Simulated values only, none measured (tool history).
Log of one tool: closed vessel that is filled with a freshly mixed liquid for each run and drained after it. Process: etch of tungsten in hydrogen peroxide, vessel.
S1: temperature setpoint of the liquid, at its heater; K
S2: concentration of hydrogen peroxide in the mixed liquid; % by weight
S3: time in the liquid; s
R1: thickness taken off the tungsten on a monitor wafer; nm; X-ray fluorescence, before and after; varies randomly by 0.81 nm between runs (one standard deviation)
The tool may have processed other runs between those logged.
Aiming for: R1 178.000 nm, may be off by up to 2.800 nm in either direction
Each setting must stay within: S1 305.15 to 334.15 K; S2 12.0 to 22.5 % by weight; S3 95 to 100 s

run,hour,S1,S2,S3,R1
1,0.0,318.15,15.5,95,82.336
2,8.2,318.15,17.0,95,86.909
3,12.9,313.65,17.0,95,64.847
4,17.4,313.65,15.0,95,61.147
5,19.0,316.15,15.0,95,71.323
6,25.5,318.15,15.0,95,81.346
7,29.6,326.15,15.0,95,131.320
8,37.0,326.15,15.0,95,132.260
9,40.4,331.65,15.0,95,182.160

Which of these 4 next moves meets every target?
A,43.8,330.65,15.5,100,?
B,43.8,332.15,13.5,95,?
C,43.8,331.65,16.0,95,?
D,43.8,331.65,15.5,100,?

move,R1
A,184.510
B,178.490
C,188.770
D,195.570
A: moves away from the targets compared with the last run
B: meets every target
C: moves away from the targets compared with the last run
D: moves away from the targets compared with the last run
The right move is B.
